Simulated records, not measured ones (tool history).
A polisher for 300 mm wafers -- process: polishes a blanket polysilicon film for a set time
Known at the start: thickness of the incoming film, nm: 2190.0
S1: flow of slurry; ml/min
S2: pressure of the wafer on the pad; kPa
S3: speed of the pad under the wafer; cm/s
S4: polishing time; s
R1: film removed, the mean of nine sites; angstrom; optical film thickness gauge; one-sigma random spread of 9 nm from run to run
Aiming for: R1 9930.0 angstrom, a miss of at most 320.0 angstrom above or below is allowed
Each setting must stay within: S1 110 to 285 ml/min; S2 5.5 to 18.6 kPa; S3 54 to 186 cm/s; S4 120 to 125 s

run	hour	S1	S2	S3	S4	R1
1	0.0	180	11.7	118	120	5628.1
2	6.4	135	11.7	118	120	5397.9
3	9.3	135	11.7	118	125	5647.9
4	17.7	135	11.7	118	125	5597.1
5	19.0	135	10.3	118	125	4993.0
6	20.9	135	10.3	140	125	5895.6
# hour 27.1: worn pad replaced by a new one
7	27.1	170	13.8	142	125	9096.3
8	30.3	180	13.8	142	125	9259.2
9	34.5	190	13.8	142	125	9240.5

Consider the 4 candidate settings below. Which is the only one whose results all fall within their allowed miss of target?
A	38.7	180	15.9	138	123	?
B	38.7	190	13.8	168	125	?
C	38.7	200	14.5	162	121	?
D	38.7	170	13.1	144	121	?

move	R1
A	9945.0
B	10743.0
C	10577.0
D	8415.1
A: every result lands within tolerance
B: moves the result that the last run missed by most past its target, out the other side
C: moves the result that the last run missed by most past its target, out the other side
D: moves away from the targets compared with the last run
Go with A: it meets all targets.
